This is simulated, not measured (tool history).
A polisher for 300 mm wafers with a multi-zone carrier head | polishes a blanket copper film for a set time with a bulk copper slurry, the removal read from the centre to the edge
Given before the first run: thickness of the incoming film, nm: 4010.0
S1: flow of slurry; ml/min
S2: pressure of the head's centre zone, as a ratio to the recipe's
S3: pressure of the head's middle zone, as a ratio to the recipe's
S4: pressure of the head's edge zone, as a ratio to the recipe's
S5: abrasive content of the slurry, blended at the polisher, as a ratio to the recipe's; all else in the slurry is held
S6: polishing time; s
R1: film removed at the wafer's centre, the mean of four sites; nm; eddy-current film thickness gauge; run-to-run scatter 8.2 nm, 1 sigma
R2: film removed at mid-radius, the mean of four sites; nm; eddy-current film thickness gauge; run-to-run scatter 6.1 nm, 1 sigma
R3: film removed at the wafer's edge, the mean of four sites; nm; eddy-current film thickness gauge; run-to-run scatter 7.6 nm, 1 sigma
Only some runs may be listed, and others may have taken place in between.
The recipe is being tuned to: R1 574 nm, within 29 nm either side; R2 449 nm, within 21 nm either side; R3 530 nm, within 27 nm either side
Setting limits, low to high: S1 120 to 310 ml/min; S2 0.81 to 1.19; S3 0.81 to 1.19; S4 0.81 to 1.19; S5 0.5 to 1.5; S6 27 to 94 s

run	hour	S1	S2	S3	S4	S5	S6	R1	R2	R3
1	0	200	1	1	1	1	60	431.58	433.66	423.39
2	5.3	200	1	1	1	0.8	60	416.29	417.02	396.49
3	9.1	200	1	1	0.95	0.8	60	412.41	422.83	404.35
4	16.2	200	1.02	0.97	0.95	0.9	61	437.15	421.09	410.92
5	22.7	200	1.06	0.97	0.95	0.9	61	451.38	416.03	406.76
6	23.4	200	1.06	0.97	0.95	0.75	61	443.48	411.77	391.04
7	29.5	215	1.16	0.9	1.05	1	67	554.08	452.36	475.67
8	35	215	1.16	0.88	1.06	1.05	67	571.44	450.2	494.38
9	37.5	215	1.15	0.87	1.07	1.05	67	575.34	432.78	485.29

Next run, 4 choices. One meets every target within its allowed miss, the rest don't. Which?
A	40	215	1.14	0.87	1.19	1.1	68	?	?	?
B	40	260	1.19	0.87	0.97	1.1	63	?	?	?
C	40	255	1.19	0.81	0.94	1.15	65	?	?	?
D	40	195	1.01	0.83	1.05	1.05	79	?	?	?

move	R1	R2	R3
A	560.65	459.96	529.06
B	557.64	436.91	450.9
C	578.07	430.27	461.42
D	562.3	505.02	565.98
A: in spec on every target
B: its largest miss is bigger than the last run's
C: its largest miss is bigger than the last run's
D: carries the result that was furthest off beyond its target, to the other side
So the answer is move A, the one that meets all the targets.

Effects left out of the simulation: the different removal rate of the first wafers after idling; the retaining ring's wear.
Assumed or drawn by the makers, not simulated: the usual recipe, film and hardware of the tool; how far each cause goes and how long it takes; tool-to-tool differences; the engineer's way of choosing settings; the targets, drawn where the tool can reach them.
